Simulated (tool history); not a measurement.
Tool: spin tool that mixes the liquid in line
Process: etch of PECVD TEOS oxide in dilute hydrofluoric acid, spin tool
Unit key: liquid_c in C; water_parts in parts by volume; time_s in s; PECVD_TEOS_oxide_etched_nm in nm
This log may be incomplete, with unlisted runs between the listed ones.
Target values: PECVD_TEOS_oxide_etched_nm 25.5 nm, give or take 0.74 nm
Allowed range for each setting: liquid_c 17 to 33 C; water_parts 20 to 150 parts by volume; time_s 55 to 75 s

{"run": 1, "day": 0.0, "liquid_c": 25, "water_parts": 85, "time_s": 75, "PECVD_TEOS_oxide_etched_nm": 19.161}
{"run": 2, "day": 0.221, "liquid_c": 25, "water_parts": 95, "time_s": 75, "PECVD_TEOS_oxide_etched_nm": 16.97}
{"run": 3, "day": 0.458, "liquid_c": 26, "water_parts": 95, "time_s": 75, "PECVD_TEOS_oxide_etched_nm": 17.556}
{"run": 4, "day": 0.579, "liquid_c": 23, "water_parts": 95, "time_s": 75, "PECVD_TEOS_oxide_etched_nm": 15.466}
{"run": 5, "day": 0.838, "liquid_c": 23, "water_parts": 95, "time_s": 75, "PECVD_TEOS_oxide_etched_nm": 15.467}
{"run": 6, "day": 1.188, "liquid_c": 23, "water_parts": 120, "time_s": 75, "PECVD_TEOS_oxide_etched_nm": 11.965}
{"run": 7, "day": 1.242, "liquid_c": 24.5, "water_parts": 115, "time_s": 75, "PECVD_TEOS_oxide_etched_nm": 13.249}
{"run": 8, "day": 1.421, "liquid_c": 25.5, "water_parts": 110, "time_s": 75, "PECVD_TEOS_oxide_etched_nm": 14.518}
{"run": 9, "day": 1.667, "liquid_c": 26.5, "water_parts": 105, "time_s": 75, "PECVD_TEOS_oxide_etched_nm": 15.85}
{"run": 10, "day": 1.742, "liquid_c": 27.5, "water_parts": 100, "time_s": 75, "PECVD_TEOS_oxide_etched_nm": 17.684}
{"run": 11, "day": 2.058, "liquid_c": 31.5, "water_parts": 85, "time_s": 75, "PECVD_TEOS_oxide_etched_nm": 24.416}

Exercise: of the 5 proposed moves below, exactly one satisfies all targets within the stated allowed misses. Which move is it?
{"run": "A", "day": 2.375, "liquid_c": 31, "water_parts": 80, "time_s": 75, "PECVD_TEOS_oxide_etched_nm": "?"}
{"run": "B", "day": 2.375, "liquid_c": 27.5, "water_parts": 75, "time_s": 75, "PECVD_TEOS_oxide_etched_nm": "?"}
{"run": "C", "day": 2.375, "liquid_c": 30.5, "water_parts": 80, "time_s": 70, "PECVD_TEOS_oxide_etched_nm": "?"}
{"run": "D", "day": 2.375, "liquid_c": 32.5, "water_parts": 70, "time_s": 55, "PECVD_TEOS_oxide_etched_nm": "?"}
{"run": "E", "day": 2.375, "liquid_c": 32.5, "water_parts": 85, "time_s": 70, "PECVD_TEOS_oxide_etched_nm": "?"}

move=A PECVD_TEOS_oxide_etched_nm=25.884
move=B PECVD_TEOS_oxide_etched_nm=24.304
move=C PECVD_TEOS_oxide_etched_nm=23.705
move=D PECVD_TEOS_oxide_etched_nm=23.313
move=E PECVD_TEOS_oxide_etched_nm=23.871
A: each result inside its tolerance
B: lands further from the targets than the last run did
C: lands further from the targets than the last run did
D: lands further from the targets than the last run did
E: lands further from the targets than the last run did
Answer: A

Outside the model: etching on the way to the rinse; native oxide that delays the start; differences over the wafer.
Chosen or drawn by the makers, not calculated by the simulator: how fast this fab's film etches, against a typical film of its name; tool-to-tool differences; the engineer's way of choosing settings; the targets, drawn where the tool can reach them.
